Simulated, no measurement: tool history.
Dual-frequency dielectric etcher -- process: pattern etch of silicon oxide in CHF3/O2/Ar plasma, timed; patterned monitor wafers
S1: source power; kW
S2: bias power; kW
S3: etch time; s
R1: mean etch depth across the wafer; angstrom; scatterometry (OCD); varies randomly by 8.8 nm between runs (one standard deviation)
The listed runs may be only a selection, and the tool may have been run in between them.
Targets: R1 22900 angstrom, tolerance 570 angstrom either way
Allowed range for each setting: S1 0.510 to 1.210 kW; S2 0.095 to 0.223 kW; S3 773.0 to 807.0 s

{"run": 1, "hour": 0.0, "S1": 0.86, "S2": 0.159, "S3": 773.0, "R1": 19402}
{"run": 2, "hour": 7.1, "S1": 0.9, "S2": 0.162, "S3": 774.0, "R1": 19789}
{"run": 3, "hour": 9.6, "S1": 0.97, "S2": 0.162, "S3": 774.0, "R1": 20374}
{"run": 4, "hour": 16.3, "S1": 1.0, "S2": 0.165, "S3": 775.5, "R1": 20534}
{"run": 5, "hour": 21.7, "S1": 1.02, "S2": 0.169, "S3": 778.0, "R1": 21097}
{"run": 6, "hour": 24.6, "S1": 1.04, "S2": 0.171, "S3": 779.0, "R1": 21236}
{"run": 7, "hour": 25.8, "S1": 1.06, "S2": 0.173, "S3": 780.5, "R1": 21554}
{"run": 8, "hour": 30.1, "S1": 1.07, "S2": 0.175, "S3": 781.5, "R1": 21746}
{"run": 9, "hour": 38.7, "S1": 1.08, "S2": 0.176, "S3": 782.0, "R1": 21772}

Consider the 4 candidate settings below. Which is the only one whose results all fall within their allowed miss of target?
{"run": "A", "hour": 47.3, "S1": 1.01, "S2": 0.173, "S3": 795.5, "R1": "?"}
{"run": "B", "hour": 47.3, "S1": 1.01, "S2": 0.162, "S3": 773.0, "R1": "?"}
{"run": "C", "hour": 47.3, "S1": 1.15, "S2": 0.146, "S3": 796.5, "R1": "?"}
{"run": "D", "hour": 47.3, "S1": 1.15, "S2": 0.171, "S3": 807.0, "R1": "?"}

move=A R1=21554
move=B R1=20483
move=C R1=21330
move=D R1=22779
A: moves away from the targets compared with the last run
B: moves away from the targets compared with the last run
C: moves away from the targets compared with the last run
D: in spec on every target
Go with D: it meets all targets.
